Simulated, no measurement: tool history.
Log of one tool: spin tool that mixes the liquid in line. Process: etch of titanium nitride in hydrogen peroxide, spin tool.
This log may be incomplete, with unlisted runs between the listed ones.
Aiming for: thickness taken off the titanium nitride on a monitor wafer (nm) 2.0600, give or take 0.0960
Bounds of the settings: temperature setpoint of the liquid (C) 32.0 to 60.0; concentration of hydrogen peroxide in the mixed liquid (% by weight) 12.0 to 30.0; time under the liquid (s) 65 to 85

run    day  temperature setpoint of the liquid (C)  concentration of hydrogen peroxide in the mixed liquid (% by weight)  time under the liquid (s)  thickness taken off the titanium nitride on a monitor wafer (nm)
  1  0.000                                    44.0                                                                  22.5                         85                                                            1.2579
  2  0.304                                    44.0                                                                  19.0                         85                                                            1.1946
  3  0.521                                    44.0                                                                  19.0                         65                                                            0.9284
  4  0.875                                    46.5                                                                  19.0                         65                                                            1.1285
  5  1.062                                    48.5                                                                  19.0                         65                                                            1.2720
  6  1.321                                    50.5                                                                  19.0                         65                                                            1.5160
     1.662  -- thermometer replaced
  7  1.662                                    51.5                                                                  19.0                         65                                                            1.8742
  8  2.033                                    52.0                                                                  19.0                         65                                                            1.9400

Which of these 4 next moves meets every target?
  A  2.404                                    51.5                                                                  19.5                         65                                                                 ?
  B  2.404                                    48.5                                                                  24.0                         85                                                                 ?
  C  2.404                                    49.0                                                                  20.5                         70                                                                 ?
  D  2.404                                    51.5                                                                  14.0                         65                                                                 ?

move  thickness taken off the titanium nitride on a monitor wafer (nm)
   A                                                            1.9452
   B                                                            2.1419
   C                                                            1.7680
   D                                                            1.8134
A: neither nearer nor further off than the last run
B: hits every target within its allowed miss
C: moves away from the targets compared with the last run
D: moves away from the targets compared with the last run
B meets every target.
